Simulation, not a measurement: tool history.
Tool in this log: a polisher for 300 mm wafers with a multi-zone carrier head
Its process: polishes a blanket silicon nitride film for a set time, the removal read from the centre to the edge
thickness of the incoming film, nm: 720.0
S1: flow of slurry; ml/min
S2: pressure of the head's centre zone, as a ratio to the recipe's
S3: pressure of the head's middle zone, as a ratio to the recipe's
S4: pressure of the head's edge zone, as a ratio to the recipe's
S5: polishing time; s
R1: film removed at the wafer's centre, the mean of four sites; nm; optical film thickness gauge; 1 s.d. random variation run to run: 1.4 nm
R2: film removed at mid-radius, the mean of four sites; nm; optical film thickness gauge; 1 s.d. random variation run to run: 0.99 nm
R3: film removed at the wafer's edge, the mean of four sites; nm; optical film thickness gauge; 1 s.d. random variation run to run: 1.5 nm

run    day   S1    S2    S3    S4  S5      R1      R2      R3
  1      0  300     1     1     1  50  102.05   98.83  100.56
  2  0.312  300     1     1  1.08  50  101.59  97.858  103.69
  3  0.404  300     1  1.04  1.08  50  102.28  100.15  102.58
  4  0.562  305  1.01  1.06  1.07  51  104.17  104.25  104.27
  5  0.883  310  1.03  1.07  1.06  52  109.45  107.23  106.71
  6   0.95  310  1.07  1.07  1.06  52  114.06  106.86  111.19
  7  0.983  320  1.08  1.08  1.03  53  117.77  110.14  109.76

Run 8 has not been measured yet. What should we expect?
  8  1.067  385  1.17  1.18  1.02  62   ?   ?   ?

{"run 8": {"R1": 150.81, "R2": 139.42, "R3": 129.27}}

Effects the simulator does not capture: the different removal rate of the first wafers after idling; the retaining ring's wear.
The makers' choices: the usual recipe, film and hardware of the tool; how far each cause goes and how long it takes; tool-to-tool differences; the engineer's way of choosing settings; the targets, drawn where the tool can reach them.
